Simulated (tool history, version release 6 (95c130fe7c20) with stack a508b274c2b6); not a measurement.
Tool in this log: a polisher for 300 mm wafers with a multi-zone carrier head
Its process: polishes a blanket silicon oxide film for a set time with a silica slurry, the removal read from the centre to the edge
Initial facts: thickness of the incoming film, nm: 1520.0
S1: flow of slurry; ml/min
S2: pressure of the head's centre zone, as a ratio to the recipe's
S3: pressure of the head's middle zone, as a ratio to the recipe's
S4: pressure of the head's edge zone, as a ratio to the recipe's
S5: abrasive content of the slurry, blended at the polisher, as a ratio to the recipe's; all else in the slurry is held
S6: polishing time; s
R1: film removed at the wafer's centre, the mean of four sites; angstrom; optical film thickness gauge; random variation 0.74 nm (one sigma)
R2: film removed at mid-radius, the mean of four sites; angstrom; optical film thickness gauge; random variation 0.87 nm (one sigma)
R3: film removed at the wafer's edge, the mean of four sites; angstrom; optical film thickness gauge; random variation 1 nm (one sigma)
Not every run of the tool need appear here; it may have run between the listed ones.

run 1 hour=0 | S1=255 S2=1 S3=1 S4=1 S5=1 S6=49 | R1=1307.8 R2=1350 R3=1323.7
run 2 hour=6.8 | S1=255 S2=1 S3=1 S4=1 S5=1 S6=56 | R1=1481.5 R2=1547.5 R3=1497.5
run 3 hour=7.8 | S1=255 S2=1.01 S3=0.98 S4=0.96 S5=0.85 S6=48 | R1=1213.6 R2=1184.7 R3=1181.5
run 4 hour=11.4 | S1=255 S2=1.01 S3=0.98 S4=0.96 S5=0.85 S6=58 | R1=1463.2 R2=1472.7 R3=1473
run 5 hour=13.9 | S1=260 S2=1.01 S3=0.99 S4=0.94 S5=0.75 S6=49 | R1=1192.4 R2=1187.5 R3=1159.4
run 6 hour=22.7 | S1=265 S2=1.01 S3=0.98 S4=0.92 S5=0.65 S6=43 | R1=1009.3 R2=990.29 R3=952.56
run 7 hour=29 | S1=270 S2=1 S3=0.96 S4=0.9 S5=0.6 S6=40 | R1=869.74 R2=880.88 R3=861.59
run 8 hour=29.7 | S1=270 S2=1.02 S3=0.95 S4=0.88 S5=0.55 S6=38 | R1=834.16 R2=800.34 R3=773.97

Run 9 has not been measured yet. What should we expect?
run 9 hour=35.9 | S1=240 S2=0.98 S3=0.89 S4=0.81 S5=0.5 S6=37 | R1=? R2=? R3=?

R1: 714.29 angstrom
R2: 703.53 angstrom
R3: 681.39 angstrom
